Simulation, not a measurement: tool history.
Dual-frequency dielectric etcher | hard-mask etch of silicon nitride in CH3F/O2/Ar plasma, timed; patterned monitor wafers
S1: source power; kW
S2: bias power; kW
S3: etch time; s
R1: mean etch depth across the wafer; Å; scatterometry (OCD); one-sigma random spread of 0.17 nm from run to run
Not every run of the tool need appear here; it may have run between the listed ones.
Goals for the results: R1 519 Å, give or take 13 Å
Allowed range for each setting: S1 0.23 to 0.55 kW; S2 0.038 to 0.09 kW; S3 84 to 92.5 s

Run 1, hour 0: S1 0.39 kW, S2 0.064 kW, S3 92.5 s. Result: R1 619.68 Å.
Run 2, hour 2.5: S1 0.35 kW, S2 0.064 kW, S3 92.5 s. Result: R1 600.24 Å.
Run 3, hour 4.7: S1 0.41 kW, S2 0.064 kW, S3 92.5 s. Result: R1 626.7 Å.
Run 4, hour 9.3: S1 0.4 kW, S2 0.062 kW, S3 92 s. Result: R1 614.64 Å.
Run 5, hour 14.7: S1 0.4 kW, S2 0.062 kW, S3 84 s. Result: R1 560.52 Å.
Run 6, hour 22: S1 0.4 kW, S2 0.067 kW, S3 84 s. Result: R1 575.03 Å.
Run 7, hour 24.9: S1 0.39 kW, S2 0.066 kW, S3 84 s. Result: R1 569.97 Å.
Run 8, hour 29.7: S1 0.38 kW, S2 0.065 kW, S3 84 s. Result: R1 559.9 Å.
Run 9, hour 32.3: S1 0.37 kW, S2 0.064 kW, S3 84 s. Result: R1 553.6 Å.
Run 10, hour 37.2: S1 0.36 kW, S2 0.064 kW, S3 84 s. Result: R1 550.14 Å.
Run 11, hour 37.8: S1 0.35 kW, S2 0.064 kW, S3 84 s. Result: R1 543.42 Å.
Run 12, hour 44.2: S1 0.33 kW, S2 0.063 kW, S3 84 s. Result: R1 532.97 Å.

Which single option among these 5 for the next run brings every result within its allowed miss of target? Just one does.
Run A, hour 50.6: S1 0.3 kW, S2 0.059 kW, S3 89.5 s. Result: R1 ?.
Run B, hour 50.6: S1 0.26 kW, S2 0.07 kW, S3 84 s. Result: R1 ?.
Run C, hour 50.6: S1 0.27 kW, S2 0.066 kW, S3 92.5 s. Result: R1 ?.
Run D, hour 50.6: S1 0.29 kW, S2 0.071 kW, S3 87.5 s. Result: R1 ?.
Run E, hour 50.6: S1 0.34 kW, S2 0.063 kW, S3 84 s. Result: R1 ?.

move      R1
   A   546.4
   B  521.24
   C  568.79
   D   560.6
   E  540.84
A: misses by more than the last run did
B: meets every target
C: misses by more than the last run did
D: misses by more than the last run did
E: misses by more than the last run did
Go with B: it meets all targets.
